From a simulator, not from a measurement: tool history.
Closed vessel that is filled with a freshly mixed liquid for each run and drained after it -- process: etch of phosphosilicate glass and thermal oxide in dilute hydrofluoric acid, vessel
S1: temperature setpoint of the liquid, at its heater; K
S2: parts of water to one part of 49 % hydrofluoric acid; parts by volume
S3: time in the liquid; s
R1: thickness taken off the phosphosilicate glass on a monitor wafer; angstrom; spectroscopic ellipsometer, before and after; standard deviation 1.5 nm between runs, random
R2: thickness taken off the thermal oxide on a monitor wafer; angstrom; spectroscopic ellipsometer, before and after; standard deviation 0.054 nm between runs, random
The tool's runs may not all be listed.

run,hour,S1,S2,S3,R1,R2
1,0.0,299.15,90,60,871.76,36.133
2,6.2,301.65,75,60,1183.50,48.537
3,12.3,301.65,75,45,885.22,36.340
4,19.3,301.65,75,60,1173.90,48.518
5,21.9,301.65,75,50,977.49,40.165
6,26.5,303.15,60,50,1320.70,54.762
7,35.2,307.15,35,50,2749.30,113.540

Forecast run 8:
8,38.1,306.15,35,50,?,?

{"run 8": {"R1": 2664.9, "R2": 108.62}}

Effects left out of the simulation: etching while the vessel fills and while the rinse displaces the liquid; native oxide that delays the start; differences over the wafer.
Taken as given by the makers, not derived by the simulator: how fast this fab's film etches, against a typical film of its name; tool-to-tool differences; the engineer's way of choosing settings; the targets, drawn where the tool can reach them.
